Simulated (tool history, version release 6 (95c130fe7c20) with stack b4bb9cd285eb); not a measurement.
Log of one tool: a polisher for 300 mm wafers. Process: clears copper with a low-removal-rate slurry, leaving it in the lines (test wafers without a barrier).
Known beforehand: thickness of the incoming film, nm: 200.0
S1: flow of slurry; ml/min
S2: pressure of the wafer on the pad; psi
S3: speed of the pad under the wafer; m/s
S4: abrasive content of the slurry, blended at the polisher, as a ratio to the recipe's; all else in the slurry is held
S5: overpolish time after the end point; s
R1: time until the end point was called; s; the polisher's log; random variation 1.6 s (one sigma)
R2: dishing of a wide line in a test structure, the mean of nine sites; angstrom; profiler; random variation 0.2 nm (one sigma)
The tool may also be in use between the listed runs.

run,hour,S1,S2,S3,S4,S5,R1,R2
1,0.0,275,2.4,0.96,1.0,17,90.664,267.48
2,3.8,275,2.3,0.96,1.0,14,93.219,211.93
3,5.1,275,2.2,0.96,1.0,13,98.920,188.16
4,10.4,275,2.2,0.96,1.0,12,97.703,176.87
5,14.8,215,2.2,0.96,1.0,12,99.010,169.63
6,15.9,215,2.2,0.74,1.0,12,127.300,134.45
7,21.7,230,2.4,0.74,1.0,11,116.990,134.88
8,29.2,240,2.5,0.74,1.0,11,112.430,142.54
9,37.1,240,2.5,0.74,1.0,11,110.060,141.24

Predict the results of run 10:
10,44.0,245,2.6,0.74,1.0,11,?,?

{"run 10": {"R1": 110.7, "R2": 149.22}}
